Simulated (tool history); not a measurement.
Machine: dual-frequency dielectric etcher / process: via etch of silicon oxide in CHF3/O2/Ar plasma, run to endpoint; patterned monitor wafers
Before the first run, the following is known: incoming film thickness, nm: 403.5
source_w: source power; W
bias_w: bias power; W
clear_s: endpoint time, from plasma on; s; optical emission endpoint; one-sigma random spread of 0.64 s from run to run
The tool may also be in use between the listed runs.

run,hour,source_w,bias_w,clear_s
1,0.0,790,231,163.02
2,6.0,850,231,158.48
3,6.8,850,271,149.21
4,12.2,780,271,155.14
5,14.2,730,269,160.13
6,17.4,690,268,163.33
7,21.9,650,267,166.89
8,25.7,620,266,171.68
9,30.7,600,266,173.53

Run 10, settings as shown, results not yet in. Your forecast:
10,33.2,580,266,?

clear_s: 176.48 s

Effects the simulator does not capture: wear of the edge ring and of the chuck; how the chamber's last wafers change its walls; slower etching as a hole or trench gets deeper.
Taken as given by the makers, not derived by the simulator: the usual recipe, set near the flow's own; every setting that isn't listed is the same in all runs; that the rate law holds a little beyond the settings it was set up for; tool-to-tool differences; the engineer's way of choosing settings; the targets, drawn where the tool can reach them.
